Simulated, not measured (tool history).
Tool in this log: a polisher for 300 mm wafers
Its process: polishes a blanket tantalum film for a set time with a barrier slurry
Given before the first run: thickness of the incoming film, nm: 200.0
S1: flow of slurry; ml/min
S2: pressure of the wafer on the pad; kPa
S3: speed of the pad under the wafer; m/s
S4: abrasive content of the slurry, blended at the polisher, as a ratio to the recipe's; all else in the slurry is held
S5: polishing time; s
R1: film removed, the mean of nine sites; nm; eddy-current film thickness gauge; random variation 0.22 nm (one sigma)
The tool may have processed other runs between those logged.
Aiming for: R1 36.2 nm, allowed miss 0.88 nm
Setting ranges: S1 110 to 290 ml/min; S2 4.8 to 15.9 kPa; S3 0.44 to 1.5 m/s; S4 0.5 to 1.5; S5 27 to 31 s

run  hour   S1    S2    S3  S4  S5      R1
  1     0  185  10.3  0.96   1  31  43.041
  2   8.9  185  10.3  0.96   1  27  37.741
  3    14  185   9.7  0.96   1  27  34.562
  4  15.7  190   9.7  0.96   1  27  35.258
  5  24.6  190   9.7  0.76   1  27  29.793
  6  26.1  195   9.7  0.76   1  27  29.865
  7  31.6  205   9.7  0.76   1  27  30.188
  8  40.1  215   9.7  0.76   1  27  30.505
  9  47.5  255  11.7  0.76   1  27  37.259
 10  56.5  250  11.7  0.76   1  27  37.486
 11    59  245  11.7  0.76   1  27  37.283
 12  64.9  240  11.7  0.76   1  27  37.357

Which one of the following 5 next-run settings gets every result inside its allowed miss? There is exactly one.
  A  70.8  225  10.3  0.74  1.25  27   ?
  B  70.8  245  11.7  0.68     1  28   ?
  C  70.8  190  11.7  0.84   0.9  28   ?
  D  70.8  245  13.1  0.58   1.2  28   ?
  E  70.8  230    11  0.72  1.05  30   ?

move      R1
   A  34.071
   B   35.96
   C  38.979
   D  37.949
   E  37.957
A: takes the biggest miss from the last run beyond its target
B: hits every target within its allowed miss
C: the biggest miss grows against the last run
D: the biggest miss grows against the last run
E: the biggest miss grows against the last run
The right move is B.
